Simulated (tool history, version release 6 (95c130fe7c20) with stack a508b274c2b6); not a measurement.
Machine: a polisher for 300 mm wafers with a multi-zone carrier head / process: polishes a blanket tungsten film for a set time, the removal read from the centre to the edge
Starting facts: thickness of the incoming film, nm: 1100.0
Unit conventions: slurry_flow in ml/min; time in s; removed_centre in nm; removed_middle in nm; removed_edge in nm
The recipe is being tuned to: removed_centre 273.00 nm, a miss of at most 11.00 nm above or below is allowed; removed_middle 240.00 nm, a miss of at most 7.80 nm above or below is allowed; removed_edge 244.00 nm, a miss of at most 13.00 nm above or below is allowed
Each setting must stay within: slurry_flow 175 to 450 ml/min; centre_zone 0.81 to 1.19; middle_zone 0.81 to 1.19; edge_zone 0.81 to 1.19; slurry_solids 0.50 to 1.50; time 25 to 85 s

run,hour,slurry_flow,centre_zone,middle_zone,edge_zone,slurry_solids,time,removed_centre,removed_middle,removed_edge
1,0.0,290,1.00,1.00,1.00,1.00,55,231.46,218.37,224.11
2,2.1,295,1.03,1.01,1.02,1.05,55,231.13,226.52,221.30
3,8.3,295,1.03,1.01,1.02,1.05,48,202.90,195.06,197.90
4,14.2,270,1.03,1.01,1.02,1.05,48,203.10,194.18,191.70
5,17.0,270,1.03,1.01,0.98,1.05,48,198.09,195.34,193.16
6,17.5,290,1.06,0.99,1.01,1.15,50,224.79,203.40,209.17
7,21.0,310,1.08,1.00,1.02,1.25,51,232.20,215.22,217.02
8,25.3,315,1.10,1.00,1.03,1.35,52,249.57,220.17,226.81
9,29.0,320,1.11,1.01,1.04,1.40,53,256.35,235.76,228.55
10,32.1,325,1.11,1.00,1.05,1.45,53,261.31,230.56,241.41

5 candidate next runs follow, results not yet known. Just one meets every target within its allowed miss. Identify it.
A,35.2,290,1.13,1.01,1.06,1.35,56,?,?,?
B,35.2,275,1.09,0.99,1.12,1.40,54,?,?,?
C,35.2,425,1.19,1.02,1.05,1.40,50,?,?,?
D,35.2,320,1.03,1.00,1.08,1.50,53,?,?,?
E,35.2,270,1.14,0.91,1.01,1.30,57,?,?,?

move,removed_centre,removed_middle,removed_edge
A,270.77,244.82,244.28
B,252.42,232.62,243.04
C,265.09,229.00,223.95
D,241.55,236.96,240.07
E,273.57,225.03,240.02
A: meets every target
B: corrects the largest miss of the last run, while another result sits out of spec
C: further off than the last run
D: corrects the largest miss of the last run, while another result sits out of spec
E: further off than the last run
So the answer is move A, the one that meets all the targets.

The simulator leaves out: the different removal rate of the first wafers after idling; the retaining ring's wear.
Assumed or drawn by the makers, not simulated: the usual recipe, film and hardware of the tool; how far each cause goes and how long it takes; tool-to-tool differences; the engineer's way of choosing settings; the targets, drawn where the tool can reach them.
